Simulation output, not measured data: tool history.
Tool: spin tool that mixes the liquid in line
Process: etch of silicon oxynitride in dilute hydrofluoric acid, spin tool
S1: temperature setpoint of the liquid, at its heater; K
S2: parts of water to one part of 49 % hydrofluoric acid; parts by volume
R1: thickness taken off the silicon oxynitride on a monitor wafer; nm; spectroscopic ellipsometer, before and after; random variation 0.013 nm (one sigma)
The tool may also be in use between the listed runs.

Run 1, hour 0: S1 295.15 K, S2 130 parts by volume, time under the liquid (s) 55. Result: R1 0.8578 nm.
Run 2, hour 6.3: S1 295.65 K, S2 130 parts by volume, time under the liquid (s) 55. Result: R1 0.85895 nm.
Run 3, hour 10.2: S1 296.15 K, S2 130 parts by volume, time under the liquid (s) 55. Result: R1 0.90209 nm.
Run 4, hour 16.3: S1 296.15 K, S2 95 parts by volume, time under the liquid (s) 55. Result: R1 1.2436 nm.
Run 5, hour 17.1: S1 297.65 K, S2 95 parts by volume, time under the liquid (s) 55. Result: R1 1.3385 nm.
Run 6, hour 18.4: S1 297.65 K, S2 95 parts by volume, time under the liquid (s) 35. Result: R1 0.85622 nm.
Run 7, hour 21.4: S1 297.15 K, S2 90 parts by volume, time under the liquid (s) 35. Result: R1 0.87625 nm.

Forecast run 8:
Run 8, hour 27.6: S1 297.65 K, S2 90 parts by volume, time under the liquid (s) 35. Result: R1 ?.

Run 8 gave R1 0.91426 nm.
